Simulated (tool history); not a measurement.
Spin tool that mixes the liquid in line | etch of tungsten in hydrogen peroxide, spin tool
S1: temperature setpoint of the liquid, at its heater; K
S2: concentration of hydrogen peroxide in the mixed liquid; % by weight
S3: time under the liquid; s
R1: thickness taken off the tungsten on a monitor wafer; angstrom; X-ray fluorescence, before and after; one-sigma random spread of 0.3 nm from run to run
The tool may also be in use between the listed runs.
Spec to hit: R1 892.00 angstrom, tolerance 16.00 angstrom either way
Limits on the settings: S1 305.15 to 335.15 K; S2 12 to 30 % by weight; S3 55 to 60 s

Run 1, hour 0.0: S1 319.15 K, S2 21 % by weight, S3 55 s. Result: R1 1265.00 angstrom.
Run 2, hour 0.8: S1 315.15 K, S2 21 % by weight, S3 55 s. Result: R1 989.25 angstrom.
Run 3, hour 4.6: S1 314.65 K, S2 21 % by weight, S3 55 s. Result: R1 953.27 angstrom.
Run 4, hour 7.3: S1 314.65 K, S2 24 % by weight, S3 55 s. Result: R1 1028.90 angstrom.
Run 5, hour 12.9: S1 320.15 K, S2 24 % by weight, S3 55 s. Result: R1 1445.40 angstrom.
Run 6, hour 17.2: S1 318.65 K, S2 24 % by weight, S3 55 s. Result: R1 1318.80 angstrom.
Run 7, hour 21.2: S1 317.65 K, S2 24 % by weight, S3 55 s. Result: R1 1233.40 angstrom.
Run 8, hour 28.1: S1 316.65 K, S2 24 % by weight, S3 55 s. Result: R1 1162.50 angstrom.
Run 9, hour 31.4: S1 316.15 K, S2 24 % by weight, S3 55 s. Result: R1 1121.50 angstrom.
Run 10, hour 37.8: S1 315.65 K, S2 24 % by weight, S3 55 s. Result: R1 1087.10 angstrom.
Run 11, hour 44.1: S1 311.65 K, S2 24 % by weight, S3 55 s. Result: R1 840.44 angstrom.
Run 12, hour 49.4: S1 312.15 K, S2 24 % by weight, S3 55 s. Result: R1 864.24 angstrom.

4 next moves are on the table. One of them brings every result within its allowed miss. Which?
Run A, hour 54.7: S1 312.65 K, S2 22 % by weight, S3 55 s. Result: R1 ?.
Run B, hour 54.7: S1 313.15 K, S2 22 % by weight, S3 55 s. Result: R1 ?.
Run C, hour 54.7: S1 310.65 K, S2 23 % by weight, S3 60 s. Result: R1 ?.
Run D, hour 54.7: S1 311.15 K, S2 22 % by weight, S3 60 s. Result: R1 ?.

move      R1
   A  857.30
   B  885.71
   C  838.49
   D  847.58
A: further off than the last run
B: in spec on every target
C: further off than the last run
D: further off than the last run
B is the move that brings every result within its allowed miss.

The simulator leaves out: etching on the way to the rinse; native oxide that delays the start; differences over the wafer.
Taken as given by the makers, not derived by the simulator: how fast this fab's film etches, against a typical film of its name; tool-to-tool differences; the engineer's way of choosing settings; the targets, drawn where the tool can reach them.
